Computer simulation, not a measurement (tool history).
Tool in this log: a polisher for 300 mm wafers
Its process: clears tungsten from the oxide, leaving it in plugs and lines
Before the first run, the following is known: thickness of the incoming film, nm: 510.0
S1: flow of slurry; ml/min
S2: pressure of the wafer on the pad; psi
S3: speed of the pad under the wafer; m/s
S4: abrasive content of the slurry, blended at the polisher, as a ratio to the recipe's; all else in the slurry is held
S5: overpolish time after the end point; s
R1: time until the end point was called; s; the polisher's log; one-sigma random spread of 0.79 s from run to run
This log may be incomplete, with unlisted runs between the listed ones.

| run | day | S1 | S2 | S3 | S4 | S5 | R1 |
|---|---|---|---|---|---|---|---|
| 1 | 0.000 | 155 | 4.2 | 1.16 | 1.0 | 42 | 65.446 |
| 2 | 0.254 | 155 | 5.0 | 1.16 | 1.0 | 42 | 55.684 |
| 3 | 0.362 | 150 | 4.6 | 1.16 | 1.0 | 42 | 62.029 |
| 4 | 0.604 | 150 | 4.6 | 1.16 | 1.1 | 42 | 58.055 |
| 5 | 0.883 | 170 | 4.6 | 1.16 | 1.1 | 42 | 59.019 |
| 6 | 1.142 | 170 | 4.6 | 0.88 | 1.1 | 42 | 75.744 |
| 7 | 1.267 | 170 | 4.5 | 0.88 | 1.1 | 42 | 78.112 |
| 8 | 1.342 | 170 | 4.4 | 0.88 | 1.1 | 42 | 78.839 |

Predict the results of run 9:
| 9 | 1.488 | 170 | 4.3 | 0.88 | 1.1 | 42 | ? |

{"run 9": {"R1": 81.552}}

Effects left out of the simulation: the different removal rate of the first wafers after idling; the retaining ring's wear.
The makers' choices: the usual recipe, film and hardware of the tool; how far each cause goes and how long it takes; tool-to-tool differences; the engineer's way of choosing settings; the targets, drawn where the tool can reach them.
